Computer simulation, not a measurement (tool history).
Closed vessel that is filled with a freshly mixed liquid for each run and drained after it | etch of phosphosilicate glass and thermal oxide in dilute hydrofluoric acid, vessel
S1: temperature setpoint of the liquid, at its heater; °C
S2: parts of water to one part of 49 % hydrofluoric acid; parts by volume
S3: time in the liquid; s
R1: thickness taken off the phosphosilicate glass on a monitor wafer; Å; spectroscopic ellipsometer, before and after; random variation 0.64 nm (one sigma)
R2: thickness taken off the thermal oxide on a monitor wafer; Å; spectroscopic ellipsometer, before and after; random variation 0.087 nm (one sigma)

{"run": 1, "hour": 0.0, "S1": 23.0, "S2": 110, "S3": 60, "R1": 300.42, "R2": 22.439}
{"run": 2, "hour": 0.9, "S1": 23.0, "S2": 110, "S3": 35, "R1": 175.8, "R2": 13.15}
{"run": 3, "hour": 4.0, "S1": 25.5, "S2": 110, "S3": 35, "R1": 194.29, "R2": 15.184}
{"run": 4, "hour": 9.6, "S1": 25.5, "S2": 110, "S3": 55, "R1": 302.06, "R2": 23.499}
{"run": 5, "hour": 13.1, "S1": 28.0, "S2": 110, "S3": 55, "R1": 340.54, "R2": 25.534}
{"run": 6, "hour": 20.9, "S1": 28.0, "S2": 110, "S3": 70, "R1": 421.45, "R2": 32.55}
{"run": 7, "hour": 22.6, "S1": 28.5, "S2": 100, "S3": 70, "R1": 487.77, "R2": 37.526}
{"run": 8, "hour": 31.9, "S1": 31.0, "S2": 65, "S3": 70, "R1": 862.83, "R2": 65.655}

Run 9 comes next. What will it give?
{"run": 9, "hour": 33.3, "S1": 30.5, "S2": 65, "S3": 70, "R1": "?", "R2": "?"}

R1: 848.52 Å
R2: 64.834 Å
